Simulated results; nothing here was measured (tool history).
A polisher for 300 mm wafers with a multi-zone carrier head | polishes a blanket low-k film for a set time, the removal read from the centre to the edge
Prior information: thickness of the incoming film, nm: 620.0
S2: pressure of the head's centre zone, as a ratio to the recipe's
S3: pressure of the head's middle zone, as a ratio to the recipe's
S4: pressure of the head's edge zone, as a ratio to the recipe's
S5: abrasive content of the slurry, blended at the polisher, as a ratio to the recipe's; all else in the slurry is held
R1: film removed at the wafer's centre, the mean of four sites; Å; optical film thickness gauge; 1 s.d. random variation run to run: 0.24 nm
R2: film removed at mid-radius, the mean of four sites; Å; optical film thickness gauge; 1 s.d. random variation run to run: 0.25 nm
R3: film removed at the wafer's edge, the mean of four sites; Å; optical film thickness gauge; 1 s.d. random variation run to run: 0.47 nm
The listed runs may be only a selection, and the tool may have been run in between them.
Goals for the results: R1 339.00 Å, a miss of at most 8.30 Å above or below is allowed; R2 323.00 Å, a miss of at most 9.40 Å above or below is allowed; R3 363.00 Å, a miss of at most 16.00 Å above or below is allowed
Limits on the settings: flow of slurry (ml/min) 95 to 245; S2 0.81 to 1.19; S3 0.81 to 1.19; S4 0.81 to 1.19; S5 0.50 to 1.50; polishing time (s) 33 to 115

{"run": 1, "hour": 0.0, "flow of slurry (ml/min)": 155, "S2": 1.0, "S3": 1.0, "S4": 1.0, "S5": 1.0, "polishing time (s)": 73, "R1": 360.49, "R2": 360.44, "R3": 374.2}
{"run": 2, "hour": 4.3, "flow of slurry (ml/min)": 145, "S2": 1.0, "S3": 0.99, "S4": 1.0, "S5": 1.0, "polishing time (s)": 73, "R1": 357.33, "R2": 354.4, "R3": 361.62}
{"run": 3, "hour": 10.4, "flow of slurry (ml/min)": 145, "S2": 1.0, "S3": 1.03, "S4": 1.0, "S5": 1.0, "polishing time (s)": 73, "R1": 355.16, "R2": 365.36, "R3": 364.27}
{"run": 4, "hour": 14.4, "flow of slurry (ml/min)": 145, "S2": 1.0, "S3": 1.03, "S4": 1.0, "S5": 0.8, "polishing time (s)": 73, "R1": 310.69, "R2": 318.62, "R3": 324.87}
{"run": 5, "hour": 19.3, "flow of slurry (ml/min)": 180, "S2": 1.0, "S3": 1.03, "S4": 1.0, "S5": 0.8, "polishing time (s)": 73, "R1": 325.81, "R2": 332.41, "R3": 339.27}
{"run": 6, "hour": 26.4, "flow of slurry (ml/min)": 180, "S2": 1.0, "S3": 0.94, "S4": 1.0, "S5": 0.8, "polishing time (s)": 73, "R1": 327.46, "R2": 305.47, "R3": 328.83}
{"run": 7, "hour": 31.3, "flow of slurry (ml/min)": 185, "S2": 1.0, "S3": 0.94, "S4": 1.02, "S5": 0.8, "polishing time (s)": 73, "R1": 329.03, "R2": 307.21, "R3": 334.8}
{"run": 8, "hour": 36.8, "flow of slurry (ml/min)": 190, "S2": 1.0, "S3": 0.94, "S4": 1.04, "S5": 0.8, "polishing time (s)": 73, "R1": 328.34, "R2": 311.89, "R3": 338.55}
{"run": 9, "hour": 38.2, "flow of slurry (ml/min)": 195, "S2": 1.0, "S3": 0.93, "S4": 1.06, "S5": 0.8, "polishing time (s)": 73, "R1": 333.32, "R2": 309.99, "R3": 347.97}
{"run": 10, "hour": 40.6, "flow of slurry (ml/min)": 200, "S2": 1.0, "S3": 0.93, "S4": 1.07, "S5": 0.8, "polishing time (s)": 73, "R1": 331.45, "R2": 310.6, "R3": 346.58}
{"run": 11, "hour": 45.7, "flow of slurry (ml/min)": 200, "S2": 1.0, "S3": 0.93, "S4": 1.07, "S5": 0.8, "polishing time (s)": 73, "R1": 333.79, "R2": 312.43, "R3": 344.96}
{"run": 12, "hour": 54.5, "flow of slurry (ml/min)": 205, "S2": 1.0, "S3": 0.93, "S4": 1.09, "S5": 0.8, "polishing time (s)": 73, "R1": 334.66, "R2": 312.34, "R3": 351.88}
{"run": 13, "hour": 58.9, "flow of slurry (ml/min)": 210, "S2": 1.0, "S3": 0.93, "S4": 1.1, "S5": 0.8, "polishing time (s)": 73, "R1": 333.67, "R2": 314.35, "R3": 352.54}
{"run": 14, "hour": 59.9, "flow of slurry (ml/min)": 215, "S2": 1.0, "S3": 0.93, "S4": 1.11, "S5": 0.8, "polishing time (s)": 73, "R1": 333.47, "R2": 317.12, "R3": 345.46}
{"run": 15, "hour": 62.6, "flow of slurry (ml/min)": 210, "S2": 1.0, "S3": 0.93, "S4": 1.12, "S5": 0.8, "polishing time (s)": 73, "R1": 336.84, "R2": 313.73, "R3": 350.82}

Pick the move, out of 5, that brings all results within their allowed miss; only one does.
{"run": "A", "hour": 65.3, "flow of slurry (ml/min)": 210, "S2": 1.07, "S3": 0.86, "S4": 1.13, "S5": 0.8, "polishing time (s)": 72, "R1": "?", "R2": "?", "R3": "?"}
{"run": "B", "hour": 65.3, "flow of slurry (ml/min)": 245, "S2": 1.07, "S3": 1.06, "S4": 1.13, "S5": 0.9, "polishing time (s)": 63, "R1": "?", "R2": "?", "R3": "?"}
{"run": "C", "hour": 65.3, "flow of slurry (ml/min)": 185, "S2": 1.04, "S3": 0.93, "S4": 1.02, "S5": 1.0, "polishing time (s)": 63, "R1": "?", "R2": "?", "R3": "?"}
{"run": "D", "hour": 65.3, "flow of slurry (ml/min)": 190, "S2": 1.05, "S3": 0.96, "S4": 1.08, "S5": 0.55, "polishing time (s)": 92, "R1": "?", "R2": "?", "R3": "?"}
{"run": "E", "hour": 65.3, "flow of slurry (ml/min)": 170, "S2": 0.95, "S3": 0.9, "S4": 1.02, "S5": 0.7, "polishing time (s)": 88, "R1": "?", "R2": "?", "R3": "?"}

move=A R1=352.52 R2=286.41 R3=356.78
move=B R1=339.04 R2=327.04 R3=339.33
move=C R1=334.99 R2=299.28 R3=333.11
move=D R1=329.19 R2=298.92 R3=332.84
move=E R1=338.14 R2=322.23 R3=369.87
A: moves away from the targets compared with the last run
B: gets the furthest-off result to its target, but another result is out of tolerance
C: moves away from the targets compared with the last run
D: moves away from the targets compared with the last run
E: all results in spec
The right move is E.
